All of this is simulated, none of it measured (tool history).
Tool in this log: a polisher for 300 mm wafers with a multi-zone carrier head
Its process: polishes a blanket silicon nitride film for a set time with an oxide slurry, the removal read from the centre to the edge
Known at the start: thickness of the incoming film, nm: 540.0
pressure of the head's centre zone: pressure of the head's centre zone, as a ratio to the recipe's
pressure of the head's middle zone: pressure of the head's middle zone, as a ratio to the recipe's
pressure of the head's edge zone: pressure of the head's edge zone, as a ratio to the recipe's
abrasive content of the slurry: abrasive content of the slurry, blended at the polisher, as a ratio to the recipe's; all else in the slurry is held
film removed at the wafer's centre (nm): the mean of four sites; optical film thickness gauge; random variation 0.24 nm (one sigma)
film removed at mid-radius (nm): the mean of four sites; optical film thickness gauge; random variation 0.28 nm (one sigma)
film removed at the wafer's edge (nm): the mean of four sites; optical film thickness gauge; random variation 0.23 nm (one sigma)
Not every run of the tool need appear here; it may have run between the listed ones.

run,hour,flow of slurry (ml/min),pressure of the head's centre zone,pressure of the head's middle zone,pressure of the head's edge zone,abrasive content of the slurry,polishing time (s),film removed at the wafer's centre (nm),film removed at mid-radius (nm),film removed at the wafer's edge (nm)
1,0,250,1,1,1,1,41,30.436,30.527,30.267
2,6.3,250,1,1,1,0.9,41,27.787,28.595,28.041
3,14.1,250,1,1,0.94,0.9,41,28.028,29.183,27.319
4,22.6,260,0.99,1.01,0.98,0.95,41,29.151,29.976,29.109
5,30.9,275,0.98,1.03,1.01,0.95,41,28.852,30.949,29.304
6,35.4,275,0.97,1.03,1.04,1,41,29.872,31.701,31.234
7,38.1,285,0.97,1.03,1.06,1,41,30.001,32.195,31.486
8,45.7,290,0.96,1.03,1.08,1,41,29.398,32.731,32.058
9,50.9,300,0.96,1.02,1.1,1,41,29.614,31.875,32.363
10,59.3,305,0.96,1.02,1.11,1,41,29.734,32.19,32.3
11,60.7,305,0.96,1.02,1.12,1,41,29.904,32.056,32.115
12,67.6,305,0.95,1.02,1.13,1,41,29.432,31.789,32.701
13,68.7,310,0.95,1.02,1.14,1,41,29.822,32.161,32.776

What does the tool deliver on the next run?
14,74.3,310,0.95,1.02,1.15,1,41,?,?,?

Run 14 gave film removed at the wafer's centre (nm) 29.283, film removed at mid-radius (nm) 32.197, film removed at the wafer's edge (nm) 32.803.
